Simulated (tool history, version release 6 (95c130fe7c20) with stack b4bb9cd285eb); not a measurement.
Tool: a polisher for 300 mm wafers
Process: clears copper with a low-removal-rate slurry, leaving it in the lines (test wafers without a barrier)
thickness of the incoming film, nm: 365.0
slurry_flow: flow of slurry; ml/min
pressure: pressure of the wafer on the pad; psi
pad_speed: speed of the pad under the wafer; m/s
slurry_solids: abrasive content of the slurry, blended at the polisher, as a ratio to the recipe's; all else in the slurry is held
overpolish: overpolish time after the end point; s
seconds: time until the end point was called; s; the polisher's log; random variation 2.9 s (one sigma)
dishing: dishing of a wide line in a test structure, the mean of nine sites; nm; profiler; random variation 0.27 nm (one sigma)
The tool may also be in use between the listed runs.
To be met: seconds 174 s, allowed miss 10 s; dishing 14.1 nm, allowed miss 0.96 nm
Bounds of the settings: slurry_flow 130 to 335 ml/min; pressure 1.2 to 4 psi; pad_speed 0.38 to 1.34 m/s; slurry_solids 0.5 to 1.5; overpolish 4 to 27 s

run 1 hour=0 | slurry_flow=215 pressure=2.6 pad_speed=0.86 slurry_solids=1 overpolish=14 | seconds=174.64 dishing=23.596
run 2 hour=0.7 | slurry_flow=215 pressure=2.6 pad_speed=0.86 slurry_solids=1 overpolish=12 | seconds=175.73 dishing=21.371
run 3 hour=1.7 | slurry_flow=215 pressure=2.6 pad_speed=0.74 slurry_solids=1 overpolish=12 | seconds=197.19 dishing=18.316
run 4 hour=10.3 | slurry_flow=215 pressure=2.7 pad_speed=0.74 slurry_solids=1 overpolish=10 | seconds=193.25 dishing=15.696
run 5 hour=12.1 | slurry_flow=215 pressure=2.8 pad_speed=0.74 slurry_solids=1 overpolish=9 | seconds=187.47 dishing=14.448
run 6 hour=14.7 | slurry_flow=215 pressure=2.9 pad_speed=0.74 slurry_solids=1 overpolish=9 | seconds=185.32 dishing=14.874
run 7 hour=17.7 | slurry_flow=215 pressure=3.1 pad_speed=0.76 slurry_solids=1 overpolish=7 | seconds=168.68 dishing=12.584
run 8 hour=25.1 | slurry_flow=215 pressure=3 pad_speed=0.76 slurry_solids=1 overpolish=7 | seconds=179.62 dishing=12.214

5 next moves are on the table. One of them brings every result within its allowed miss. Which?
run A hour=32.5 | slurry_flow=130 pressure=2.5 pad_speed=0.88 slurry_solids=1.2 overpolish=6 | seconds=? dishing=?
run B hour=32.5 | slurry_flow=210 pressure=3 pad_speed=0.92 slurry_solids=0.9 overpolish=7 | seconds=? dishing=?
run C hour=32.5 | slurry_flow=190 pressure=3.1 pad_speed=0.82 slurry_solids=0.75 overpolish=8 | seconds=? dishing=?
run D hour=32.5 | slurry_flow=230 pressure=2.9 pad_speed=0.74 slurry_solids=0.9 overpolish=6 | seconds=? dishing=?
run E hour=32.5 | slurry_flow=180 pressure=2.8 pad_speed=0.76 slurry_solids=1.45 overpolish=9 | seconds=? dishing=?

move=A seconds=182.96 dishing=9.9831
move=B seconds=150.77 dishing=13.963
move=C seconds=174.46 dishing=13.804
move=D seconds=188.55 dishing=9.7111
move=E seconds=174.08 dishing=15.448
A: further off than the last run
B: brings the result that was furthest off to its target, and leaves another outside
C: meets every target
D: further off than the last run
E: takes the result that was furthest off past its target
Move C is the one to make.
